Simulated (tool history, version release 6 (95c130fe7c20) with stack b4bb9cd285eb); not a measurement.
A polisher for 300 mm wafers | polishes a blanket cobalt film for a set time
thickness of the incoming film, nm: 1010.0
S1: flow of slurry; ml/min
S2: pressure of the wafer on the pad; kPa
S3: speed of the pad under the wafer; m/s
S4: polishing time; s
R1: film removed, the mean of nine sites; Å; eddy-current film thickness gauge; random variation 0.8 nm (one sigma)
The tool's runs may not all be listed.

{"run": 1, "day": 0.0, "S1": 305, "S2": 9.7, "S3": 0.94, "S4": 46, "R1": 1456.9}
{"run": 2, "day": 0.25, "S1": 305, "S2": 9.0, "S3": 0.94, "S4": 46, "R1": 1404.0}
{"run": 3, "day": 0.417, "S1": 230, "S2": 9.0, "S3": 0.94, "S4": 46, "R1": 1373.0}
{"run": 4, "day": 0.512, "S1": 230, "S2": 9.0, "S3": 0.94, "S4": 41, "R1": 1215.2}
{"run": 5, "day": 0.7, "S1": 225, "S2": 8.3, "S3": 0.94, "S4": 41, "R1": 1151.0}
{"run": 6, "day": 0.896, "S1": 220, "S2": 7.6, "S3": 0.94, "S4": 41, "R1": 1096.8}

Run 7 comes next. What will it give?
{"run": 7, "day": 1.038, "S1": 215, "S2": 7.6, "S3": 0.94, "S4": 41, "R1": "?"}

R1: 1082.0 Å

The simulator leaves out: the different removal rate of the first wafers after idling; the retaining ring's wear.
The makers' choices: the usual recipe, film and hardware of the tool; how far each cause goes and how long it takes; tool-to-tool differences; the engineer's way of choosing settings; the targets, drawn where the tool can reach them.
